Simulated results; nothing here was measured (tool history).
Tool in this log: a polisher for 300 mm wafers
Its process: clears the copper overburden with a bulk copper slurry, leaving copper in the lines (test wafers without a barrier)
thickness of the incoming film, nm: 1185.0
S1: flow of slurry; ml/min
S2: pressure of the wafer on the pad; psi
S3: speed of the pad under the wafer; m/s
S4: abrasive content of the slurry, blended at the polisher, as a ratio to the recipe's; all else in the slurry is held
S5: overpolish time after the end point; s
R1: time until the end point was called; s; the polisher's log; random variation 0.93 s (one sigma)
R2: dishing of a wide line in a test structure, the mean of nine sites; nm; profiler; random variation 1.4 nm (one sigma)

| run | day | S1 | S2 | S3 | S4 | S5 | R1 | R2 |
|---|---|---|---|---|---|---|---|---|
| 1 | 0.000 | 285 | 2.9 | 1.24 | 1.0 | 9 | 95.312 | 63.890 |
| 2 | 0.188 | 285 | 3.0 | 1.24 | 1.0 | 9 | 92.186 | 67.090 |
| 3 | 0.233 | 285 | 3.1 | 1.24 | 1.0 | 9 | 90.894 | 66.604 |
| 4 | 0.371 | 285 | 3.2 | 1.24 | 1.0 | 9 | 87.808 | 69.189 |
| 5 | 0.438 | 285 | 3.2 | 1.24 | 0.9 | 9 | 88.918 | 67.218 |
| 6 | 0.521 | 285 | 3.2 | 1.00 | 0.9 | 9 | 106.680 | 59.676 |

What will run 7 give?
| 7 | 0.829 | 285 | 3.3 | 1.00 | 0.9 | 9 | ? | ? |

R1: 107.760 s
R2: 62.485 nm
